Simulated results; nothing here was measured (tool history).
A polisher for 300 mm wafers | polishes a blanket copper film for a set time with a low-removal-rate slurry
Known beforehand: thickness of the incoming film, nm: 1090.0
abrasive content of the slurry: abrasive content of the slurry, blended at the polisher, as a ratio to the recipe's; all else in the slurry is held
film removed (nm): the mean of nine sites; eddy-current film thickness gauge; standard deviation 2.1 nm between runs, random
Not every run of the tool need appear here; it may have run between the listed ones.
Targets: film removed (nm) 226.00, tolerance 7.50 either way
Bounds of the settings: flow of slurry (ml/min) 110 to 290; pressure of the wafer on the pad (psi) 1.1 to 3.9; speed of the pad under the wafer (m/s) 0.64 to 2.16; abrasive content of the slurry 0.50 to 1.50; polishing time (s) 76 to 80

run	hour	flow of slurry (ml/min)	pressure of the wafer on the pad (psi)	speed of the pad under the wafer (m/s)	abrasive content of the slurry	polishing time (s)	film removed (nm)
1	0.0	185	2.5	1.40	1.00	76	272.79
2	3.5	185	2.5	1.40	1.00	80	286.86
3	4.4	220	2.5	1.40	1.00	80	296.47
4	7.1	220	2.5	1.40	1.10	80	302.18
5	14.3	190	2.5	1.40	1.10	80	292.18
6	18.2	220	2.5	1.40	1.10	80	295.54
7	19.0	220	2.4	1.40	1.10	80	290.97
8	25.8	200	1.7	1.38	1.10	80	209.53
9	34.4	205	1.7	1.38	1.10	80	212.53
10	43.0	210	1.7	1.38	1.10	80	211.86

Which single option among these 4 for the next run brings every result within its allowed miss of target? Just one does.
A	51.6	185	2.0	1.38	1.00	78	?
B	51.6	240	1.5	1.44	1.30	76	?
C	51.6	240	1.8	1.18	1.25	78	?
D	51.6	200	1.7	1.42	1.00	78	?

move	film removed (nm)
A	228.87
B	199.16
C	194.17
D	207.95
A: each result inside its tolerance
B: further off than the last run
C: further off than the last run
D: further off than the last run
A meets every target.

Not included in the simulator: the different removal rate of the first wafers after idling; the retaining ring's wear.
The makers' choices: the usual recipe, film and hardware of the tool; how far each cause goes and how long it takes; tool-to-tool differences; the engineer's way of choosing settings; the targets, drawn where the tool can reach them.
